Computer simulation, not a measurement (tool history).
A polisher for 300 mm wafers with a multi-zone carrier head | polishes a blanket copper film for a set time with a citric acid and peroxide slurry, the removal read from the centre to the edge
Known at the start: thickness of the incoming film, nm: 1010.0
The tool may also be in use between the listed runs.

run,hour,flow of slurry (ml/min),pressure of the head's centre zone,pressure of the head's middle zone,pressure of the head's edge zone,abrasive content of the slurry,polishing time (s),film removed at the wafer's centre (angstrom),film removed at mid-radius (angstrom),film removed at the wafer's edge (angstrom)
1,0,150,1,1,1,1,58,1081.4,998.98,1025.9
2,1.5,150,1.08,1,1,1,58,1160.6,989.77,1020
3,5.8,150,1.08,1,0.92,1,58,1147.2,990.54,972.43
4,11,150,1.12,1,0.92,1,58,1163.4,1000.9,970.85
5,13.7,150,1.12,1,0.92,0.85,58,1154.9,970.54,953.85
6,14.8,180,1.12,1,0.92,0.85,58,1231.1,998.6,980.8
7,20.2,160,1.05,0.97,0.91,0.75,51,946.18,829.44,814.27
8,28.2,145,1,0.93,0.92,0.7,47,827.12,702.86,749.85

The next listed run, before its measurement:
9,35.2,135,0.95,0.93,0.91,0.65,44,?,?,?

Run 9 gave film removed at the wafer's centre (angstrom) 718.23, film removed at mid-radius (angstrom) 646.14, film removed at the wafer's edge (angstrom) 691.27.
